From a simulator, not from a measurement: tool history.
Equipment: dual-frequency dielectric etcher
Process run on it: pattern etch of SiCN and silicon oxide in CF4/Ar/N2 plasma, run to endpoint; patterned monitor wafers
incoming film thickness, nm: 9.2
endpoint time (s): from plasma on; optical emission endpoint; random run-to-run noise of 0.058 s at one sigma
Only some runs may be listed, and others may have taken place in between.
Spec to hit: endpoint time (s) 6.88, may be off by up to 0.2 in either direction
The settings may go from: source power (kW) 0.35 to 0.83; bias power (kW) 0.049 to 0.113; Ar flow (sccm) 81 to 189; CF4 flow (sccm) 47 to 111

run	hour	source power (kW)	bias power (kW)	Ar flow (sccm)	CF4 flow (sccm)	endpoint time (s)
1	0	0.59	0.081	135	79	9.0321
2	4.2	0.61	0.081	135	79	8.5042
3	11.6	0.51	0.081	135	79	10.562
4	13.7	0.51	0.081	156	79	11.021
5	21.7	0.54	0.081	156	79	10.101
6	24.1	0.54	0.081	136	79	9.8833
7	32.2	0.56	0.081	136	79	9.593
8	38.9	0.58	0.081	136	79	9.1
9	39.5	0.6	0.081	136	79	8.8939
10	47.8	0.62	0.081	136	79	8.5791
11	54	0.62	0.081	136	79	8.5459
12	62.5	0.63	0.081	136	79	8.4033
13	65.5	0.64	0.081	136	79	8.3282
14	71.6	0.65	0.081	136	79	8.0853
15	79	0.66	0.081	136	79	7.9472
16	87.4	0.67	0.081	136	79	7.8569

5 next moves are on the table. One of them brings every result within its allowed miss. Which?
A	95.8	0.59	0.064	119	85	?
B	95.8	0.71	0.08	139	76	?
C	95.8	0.74	0.085	142	81	?
D	95.8	0.63	0.066	115	71	?
E	95.8	0.55	0.081	160	95	?

move	endpoint time (s)
A	9.5411
B	7.4348
C	6.8845
D	8.964
E	9.7089
A: lands further from the targets than the last run did
B: nearer the targets than the last run, but a result is still out of spec
C: hits every target within its allowed miss
D: lands further from the targets than the last run did
E: lands further from the targets than the last run did
The right move is C.

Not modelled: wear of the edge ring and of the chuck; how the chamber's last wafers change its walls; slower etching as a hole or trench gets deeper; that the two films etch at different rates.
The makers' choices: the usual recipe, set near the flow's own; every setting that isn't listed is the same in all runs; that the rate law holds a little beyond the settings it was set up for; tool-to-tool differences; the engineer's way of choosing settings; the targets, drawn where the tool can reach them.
